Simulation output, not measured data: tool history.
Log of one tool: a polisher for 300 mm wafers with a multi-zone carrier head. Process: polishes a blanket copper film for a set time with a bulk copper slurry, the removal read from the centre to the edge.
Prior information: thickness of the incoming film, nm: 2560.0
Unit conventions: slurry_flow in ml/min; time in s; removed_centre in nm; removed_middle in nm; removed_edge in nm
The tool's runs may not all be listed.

run  hour  slurry_flow  centre_zone  middle_zone  edge_zone  slurry_solids  time  removed_centre  removed_middle  removed_edge
  1   0.0          160         1.00         1.00       1.00           1.00    42          365.24          361.87        376.28
  2   7.1          170         1.01         1.02       1.03           1.05    42          381.23          374.72        387.20
  3  12.7          170         1.07         1.02       1.03           1.05    42          401.95          377.15        382.53
  4  20.6          170         1.07         0.98       1.03           1.05    42          399.23          365.07        392.29
  5  24.3          175         1.06         1.00       1.05           1.10    42          403.13          376.02        394.99
  6  31.6          195         1.06         1.00       1.05           1.10    42          405.32          383.37        401.71
  7  36.7          200         1.05         1.01       1.07           1.15    42          407.11          396.36        399.08
  8  45.3          200         1.04         1.00       1.08           1.20    42          409.43          387.69        420.76

Run 9, settings as shown, results not yet in. Your forecast:
  9  48.8          200         1.04         1.00       1.08           1.20    42               ?               ?             ?

Run 9 measured removed_centre 410.41 nm, removed_middle 393.13 nm, removed_edge 408.95 nm.

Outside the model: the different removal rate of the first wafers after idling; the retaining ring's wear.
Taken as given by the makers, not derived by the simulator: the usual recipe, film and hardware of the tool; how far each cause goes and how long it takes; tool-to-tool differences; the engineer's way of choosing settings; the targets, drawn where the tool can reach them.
